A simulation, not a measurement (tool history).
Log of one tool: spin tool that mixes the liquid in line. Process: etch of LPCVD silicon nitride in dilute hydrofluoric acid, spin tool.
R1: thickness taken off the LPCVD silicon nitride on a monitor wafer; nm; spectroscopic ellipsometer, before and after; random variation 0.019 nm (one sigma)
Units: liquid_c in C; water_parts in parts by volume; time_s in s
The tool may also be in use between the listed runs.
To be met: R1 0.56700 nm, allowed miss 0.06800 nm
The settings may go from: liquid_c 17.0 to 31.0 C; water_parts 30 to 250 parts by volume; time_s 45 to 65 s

run 1 hour=0.0 | liquid_c=23.0 water_parts=140 time_s=65 | R1=0.20114
run 2 hour=1.5 | liquid_c=23.0 water_parts=140 time_s=45 | R1=0.13732
run 3 hour=4.0 | liquid_c=23.0 water_parts=140 time_s=65 | R1=0.20725
run 4 hour=5.0 | liquid_c=23.0 water_parts=140 time_s=45 | R1=0.13105
run 5 hour=8.1 | liquid_c=25.0 water_parts=100 time_s=50 | R1=0.25499
run 6 hour=16.1 | liquid_c=26.5 water_parts=80 time_s=55 | R1=0.36318
run 7 hour=17.0 | liquid_c=27.5 water_parts=75 time_s=55 | R1=0.41387
run 8 hour=22.9 | liquid_c=28.5 water_parts=70 time_s=55 | R1=0.48534
run 9 hour=24.6 | liquid_c=28.5 water_parts=70 time_s=55 | R1=0.48398

Which of these 5 next moves meets every target?
run A hour=26.3 | liquid_c=30.5 water_parts=75 time_s=45 | R1=?
run B hour=26.3 | liquid_c=29.5 water_parts=85 time_s=50 | R1=?
run C hour=26.3 | liquid_c=29.5 water_parts=80 time_s=45 | R1=?
run D hour=26.3 | liquid_c=29.5 water_parts=65 time_s=45 | R1=?
run E hour=26.3 | liquid_c=24.0 water_parts=50 time_s=65 | R1=?

move=A R1=0.42828
move=B R1=0.39403
move=C R1=0.37684
move=D R1=0.46370
move=E R1=0.60494
A: further off than the last run
B: further off than the last run
C: further off than the last run
D: further off than the last run
E: meets every target
Move E is the one to make.
